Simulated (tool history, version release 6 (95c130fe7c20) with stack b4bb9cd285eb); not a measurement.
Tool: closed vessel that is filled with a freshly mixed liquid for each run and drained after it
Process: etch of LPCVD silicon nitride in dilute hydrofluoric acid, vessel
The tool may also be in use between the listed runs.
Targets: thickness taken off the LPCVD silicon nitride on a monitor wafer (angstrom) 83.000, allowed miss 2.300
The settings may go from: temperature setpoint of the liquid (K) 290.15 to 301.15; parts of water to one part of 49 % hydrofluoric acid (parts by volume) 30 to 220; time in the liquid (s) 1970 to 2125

run  hour  temperature setpoint of the liquid (K)  parts of water to one part of 49 % hydrofluoric acid (parts by volume)  time in the liquid (s)  thickness taken off the LPCVD silicon nitride on a monitor wafer (angstrom)
  1   0.0                                  293.15                                                                     125                    1970                                                                       72.601
  2   3.2                                  293.65                                                                     125                    1970                                                                       75.194
  3  11.0                                  293.65                                                                     125                    2125                                                                       80.647
  4  17.8                                  293.65                                                                     150                    2125                                                                       66.820
  5  25.6                                  294.15                                                                     150                    2125                                                                       70.016
  6  34.8                                  294.15                                                                     150                    1970                                                                       64.084
  7  37.9                                  294.65                                                                     150                    1970                                                                       67.127
  8  45.4                                  295.15                                                                     150                    1970                                                                       69.425
  9  52.0                                  295.65                                                                     150                    1970                                                                       71.337
 10  56.9                                  296.15                                                                     150                    1970                                                                       74.009
 11  65.2                                  296.65                                                                     150                    1970                                                                       76.053
 12  71.0                                  297.15                                                                     150                    1970                                                                       78.063
 13  80.6                                  297.15                                                                     150                    1970                                                                       78.872

5 next moves are on the table. One of them brings every result within its allowed miss. Which?
  A  90.2                                  297.15                                                                     160                    2000                                                                            ?
  B  90.2                                  298.15                                                                     160                    2060                                                                            ?
  C  90.2                                  298.15                                                                     165                    1995                                                                            ?
  D  90.2                                  297.15                                                                     140                    2100                                                                            ?
  E  90.2                                  299.65                                                                     170                    2125                                                                            ?

move  thickness taken off the LPCVD silicon nitride on a monitor wafer (angstrom)
   A                                                                       75.368
   B                                                                       82.757
   C                                                                       77.732
   D                                                                       90.313
   E                                                                       88.342
A: further off than the last run
B: meets every target
C: further off than the last run
D: takes the result that was furthest off past its target
E: takes the result that was furthest off past its target
The right move is B.
